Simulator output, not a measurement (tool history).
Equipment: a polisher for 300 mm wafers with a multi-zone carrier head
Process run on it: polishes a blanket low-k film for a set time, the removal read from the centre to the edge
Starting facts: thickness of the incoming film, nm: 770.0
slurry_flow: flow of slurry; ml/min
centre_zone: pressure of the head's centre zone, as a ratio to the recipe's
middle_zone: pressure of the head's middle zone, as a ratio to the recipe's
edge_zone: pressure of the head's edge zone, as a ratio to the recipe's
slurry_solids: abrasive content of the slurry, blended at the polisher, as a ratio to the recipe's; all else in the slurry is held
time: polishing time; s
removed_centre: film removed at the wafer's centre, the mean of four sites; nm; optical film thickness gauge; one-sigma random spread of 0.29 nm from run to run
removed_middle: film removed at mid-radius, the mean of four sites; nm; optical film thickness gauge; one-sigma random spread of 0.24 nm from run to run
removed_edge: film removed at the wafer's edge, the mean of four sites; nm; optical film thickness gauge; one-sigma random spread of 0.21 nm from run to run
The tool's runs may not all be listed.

run	hour	slurry_flow	centre_zone	middle_zone	edge_zone	slurry_solids	time	removed_centre	removed_middle	removed_edge
1	0.0	285	1.00	1.00	1.00	1.00	88	45.503	46.554	43.838
2	8.5	285	1.00	1.00	1.00	1.20	88	49.302	49.831	48.754
3	11.7	285	1.00	1.00	1.00	1.35	88	53.687	51.973	51.308
4	16.7	285	1.00	1.00	1.00	1.35	109	65.060	65.188	62.921
5	24.0	285	1.00	1.00	0.91	1.35	109	65.139	65.906	59.518
6	26.1	280	0.97	1.00	0.89	1.15	96	50.492	52.796	49.277

Expected results for the next run?
7	29.3	200	0.97	1.10	0.81	0.90	71	?	?	?

removed_centre: 33.265 nm
removed_middle: 36.940 nm
removed_edge: 30.716 nm

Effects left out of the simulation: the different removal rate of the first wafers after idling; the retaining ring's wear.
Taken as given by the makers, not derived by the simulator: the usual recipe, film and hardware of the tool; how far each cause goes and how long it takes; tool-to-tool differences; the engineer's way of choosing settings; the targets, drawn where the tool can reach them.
